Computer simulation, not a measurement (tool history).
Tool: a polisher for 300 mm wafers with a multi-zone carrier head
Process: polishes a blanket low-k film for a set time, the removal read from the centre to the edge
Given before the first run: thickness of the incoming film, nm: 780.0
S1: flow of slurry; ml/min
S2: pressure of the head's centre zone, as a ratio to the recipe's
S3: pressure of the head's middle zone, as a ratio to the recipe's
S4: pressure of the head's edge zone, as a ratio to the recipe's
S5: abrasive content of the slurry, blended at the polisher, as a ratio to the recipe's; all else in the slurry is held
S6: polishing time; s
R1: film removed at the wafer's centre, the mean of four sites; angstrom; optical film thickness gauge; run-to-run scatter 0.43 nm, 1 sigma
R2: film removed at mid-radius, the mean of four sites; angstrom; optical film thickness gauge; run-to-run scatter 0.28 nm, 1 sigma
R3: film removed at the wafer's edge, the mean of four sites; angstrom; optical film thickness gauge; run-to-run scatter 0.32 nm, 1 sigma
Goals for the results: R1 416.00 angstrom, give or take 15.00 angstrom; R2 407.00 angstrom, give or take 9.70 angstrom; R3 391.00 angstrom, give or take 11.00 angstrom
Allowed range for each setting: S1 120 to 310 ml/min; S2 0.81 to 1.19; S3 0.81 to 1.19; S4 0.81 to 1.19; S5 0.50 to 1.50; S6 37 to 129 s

{"run": 1, "hour": 0.0, "S1": 200, "S2": 1.0, "S3": 1.0, "S4": 1.0, "S5": 1.0, "S6": 83, "R1": 362.62, "R2": 360.9, "R3": 354.37}
{"run": 2, "hour": 3.3, "S1": 200, "S2": 1.0, "S3": 1.0, "S4": 1.0, "S5": 1.0, "S6": 100, "R1": 447.72, "R2": 429.52, "R3": 419.05}
{"run": 3, "hour": 12.2, "S1": 195, "S2": 1.0, "S3": 1.0, "S4": 0.99, "S5": 1.0, "S6": 100, "R1": 444.34, "R2": 436.99, "R3": 416.14}
{"run": 4, "hour": 14.9, "S1": 195, "S2": 1.0, "S3": 1.0, "S4": 0.99, "S5": 1.2, "S6": 100, "R1": 487.96, "R2": 472.28, "R3": 456.4}
{"run": 5, "hour": 23.7, "S1": 195, "S2": 1.0, "S3": 1.0, "S4": 1.05, "S5": 1.2, "S6": 100, "R1": 474.73, "R2": 471.17, "R3": 469.52}
{"run": 6, "hour": 28.8, "S1": 195, "S2": 1.0, "S3": 1.03, "S4": 1.05, "S5": 1.2, "S6": 100, "R1": 467.89, "R2": 481.67, "R3": 463.83}
{"run": 7, "hour": 31.8, "S1": 190, "S2": 0.99, "S3": 1.02, "S4": 1.03, "S5": 1.15, "S6": 100, "R1": 466.04, "R2": 464.58, "R3": 455.61}
{"run": 8, "hour": 33.6, "S1": 190, "S2": 0.98, "S3": 1.02, "S4": 1.01, "S5": 1.1, "S6": 100, "R1": 446.45, "R2": 461.56, "R3": 446.87}
{"run": 9, "hour": 36.4, "S1": 150, "S2": 1.03, "S3": 0.94, "S4": 0.91, "S5": 0.9, "S6": 99, "R1": 413.01, "R2": 381.35, "R3": 380.49}
{"run": 10, "hour": 41.3, "S1": 155, "S2": 1.03, "S3": 0.95, "S4": 0.91, "S5": 0.9, "S6": 99, "R1": 419.91, "R2": 384.83, "R3": 381.6}
{"run": 11, "hour": 48.0, "S1": 160, "S2": 1.02, "S3": 0.96, "S4": 0.91, "S5": 0.9, "S6": 99, "R1": 410.71, "R2": 386.65, "R3": 375.94}
{"run": 12, "hour": 54.7, "S1": 165, "S2": 1.02, "S3": 0.97, "S4": 0.92, "S5": 0.9, "S6": 99, "R1": 428.6, "R2": 393.22, "R3": 381.13}
{"hour": 62.0, "done": "edge zone pressure recalibrated"}
{"run": 13, "hour": 62.0, "S1": 165, "S2": 1.01, "S3": 0.97, "S4": 0.93, "S5": 0.9, "S6": 99, "R1": 417.12, "R2": 392.25, "R3": 391.56}

5 candidate next runs follow, results not yet known. Just one meets every target within its allowed miss. Identify it.
{"run": "A", "hour": 69.3, "S1": 125, "S2": 0.99, "S3": 1.0, "S4": 0.98, "S5": 0.7, "S6": 110, "R1": "?", "R2": "?", "R3": "?"}
{"run": "B", "hour": 69.3, "S1": 200, "S2": 0.91, "S3": 1.0, "S4": 0.88, "S5": 1.15, "S6": 88, "R1": "?", "R2": "?", "R3": "?"}
{"run": "C", "hour": 69.3, "S1": 210, "S2": 1.07, "S3": 1.08, "S4": 1.05, "S5": 0.6, "S6": 113, "R1": "?", "R2": "?", "R3": "?"}
{"run": "D", "hour": 69.3, "S1": 140, "S2": 0.95, "S3": 0.98, "S4": 1.07, "S5": 1.15, "S6": 87, "R1": "?", "R2": "?", "R3": "?"}
{"run": "E", "hour": 69.3, "S1": 160, "S2": 0.94, "S3": 1.03, "S4": 0.92, "S5": 1.0, "S6": 93, "R1": "?", "R2": "?", "R3": "?"}

move=A R1=389.38 R2=383.80 R3=389.60
move=B R1=385.66 R2=407.53 R3=390.60
move=C R1=413.47 R2=403.48 R3=390.53
move=D R1=382.15 R2=383.62 R3=410.90
move=E R1=385.86 R2=407.11 R3=389.62
A: the biggest miss grows against the last run
B: the worst result of the last run now meets its target, but another is out of spec
C: all results in spec
D: the biggest miss grows against the last run
E: the worst result of the last run now meets its target, but another is out of spec
Answer: C
